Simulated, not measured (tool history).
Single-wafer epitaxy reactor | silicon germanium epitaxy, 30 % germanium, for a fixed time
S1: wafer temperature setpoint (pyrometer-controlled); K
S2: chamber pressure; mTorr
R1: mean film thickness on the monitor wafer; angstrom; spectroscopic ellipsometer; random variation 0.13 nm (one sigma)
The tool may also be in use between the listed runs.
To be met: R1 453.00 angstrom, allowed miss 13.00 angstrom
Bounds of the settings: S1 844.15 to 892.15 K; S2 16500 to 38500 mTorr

run,hour,S1,S2,R1
1,0.0,868.15,27500,662.11
2,1.3,877.15,27500,770.49
3,9.9,886.15,27500,894.21
4,14.2,882.15,27200,830.48
5,19.0,892.15,27200,968.37
6,20.1,892.15,30600,1007.10
7,24.7,880.15,27600,808.43
8,32.8,876.15,27300,760.34
9,35.7,873.15,27000,721.59
10,43.6,870.15,26700,683.90
11,50.6,867.15,26500,649.05
12,58.6,855.15,25200,525.44
13,63.2,855.15,25200,525.21
14,67.8,854.15,25100,517.11

5 next moves are on the table. One of them brings every result within its allowed miss. Which?
A,72.4,864.15,26200,?
B,72.4,848.15,22400,?
C,72.4,868.15,24700,?
D,72.4,855.15,26300,?
E,72.4,860.15,27000,?

move,R1
A,614.25
B,451.74
C,645.57
D,529.81
E,579.77
A: further off than the last run
B: meets every target
C: further off than the last run
D: further off than the last run
E: further off than the last run
Answer: B
